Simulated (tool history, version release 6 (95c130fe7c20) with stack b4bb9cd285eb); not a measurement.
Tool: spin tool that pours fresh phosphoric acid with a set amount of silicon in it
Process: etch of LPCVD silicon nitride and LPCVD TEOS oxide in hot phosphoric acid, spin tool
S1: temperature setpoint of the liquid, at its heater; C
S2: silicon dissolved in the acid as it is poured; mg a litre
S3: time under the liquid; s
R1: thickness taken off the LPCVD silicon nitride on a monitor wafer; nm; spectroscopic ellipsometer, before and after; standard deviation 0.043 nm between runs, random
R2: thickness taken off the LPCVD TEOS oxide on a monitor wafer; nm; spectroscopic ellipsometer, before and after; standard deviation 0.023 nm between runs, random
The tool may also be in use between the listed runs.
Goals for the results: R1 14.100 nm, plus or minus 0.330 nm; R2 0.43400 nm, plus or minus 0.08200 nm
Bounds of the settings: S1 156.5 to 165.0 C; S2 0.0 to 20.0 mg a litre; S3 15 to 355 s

run,hour,S1,S2,S3,R1,R2
1,0.0,160.0,9.0,180,18.511,0.64275
2,5.5,160.0,9.0,245,24.972,0.94691
3,12.8,159.5,9.0,220,22.273,0.76594
4,18.6,159.5,13.0,220,22.270,0.72478
5,19.4,159.0,12.0,200,19.834,0.60819
6,24.4,159.0,10.5,185,18.287,0.63674
7,28.6,158.5,11.5,175,17.036,0.49342
8,35.2,158.5,10.0,170,16.625,0.53929
9,43.4,156.5,10.0,145,13.202,0.41985
10,50.4,157.0,10.5,145,13.423,0.38195
11,55.9,157.0,10.0,145,13.512,0.41234
12,63.6,157.5,10.0,145,13.713,0.42256

5 candidate next runs follow, results not yet known. Just one meets every target within its allowed miss. Identify it.
A,71.3,157.0,18.5,135,?,?
B,71.3,160.0,2.5,130,?,?
C,71.3,160.5,14.5,135,?,?
D,71.3,157.5,0.0,140,?,?
E,71.3,156.5,14.0,145,?,?

move,R1,R2
A,12.534,0.29659
B,13.359,0.51387
C,14.107,0.42718
D,13.221,0.48119
E,13.235,0.34463
A: moves away from the targets compared with the last run
B: moves away from the targets compared with the last run
C: all results in spec
D: moves away from the targets compared with the last run
E: moves away from the targets compared with the last run
The move that meets every target is C.
